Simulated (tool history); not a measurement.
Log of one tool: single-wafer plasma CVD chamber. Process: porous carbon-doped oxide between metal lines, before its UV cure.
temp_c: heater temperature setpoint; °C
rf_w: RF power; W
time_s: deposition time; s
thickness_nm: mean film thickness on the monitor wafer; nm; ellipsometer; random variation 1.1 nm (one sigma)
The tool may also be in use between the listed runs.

run	day	temp_c	rf_w	time_s	thickness_nm
1	0.000	325	640	30.0	180.58
2	0.108	319	665	30.0	190.18
3	0.275	314	685	30.0	196.36
4	0.471	311	705	30.0	202.53
5	0.562	311	705	28.5	194.70
6	0.850	316	705	28.5	188.72
7	1.088	316	705	28.5	191.45

Run 8 comes next. What will it give?
8	1.117	313	730	28.6	?

Run 8 gave thickness_nm 197.12 nm.

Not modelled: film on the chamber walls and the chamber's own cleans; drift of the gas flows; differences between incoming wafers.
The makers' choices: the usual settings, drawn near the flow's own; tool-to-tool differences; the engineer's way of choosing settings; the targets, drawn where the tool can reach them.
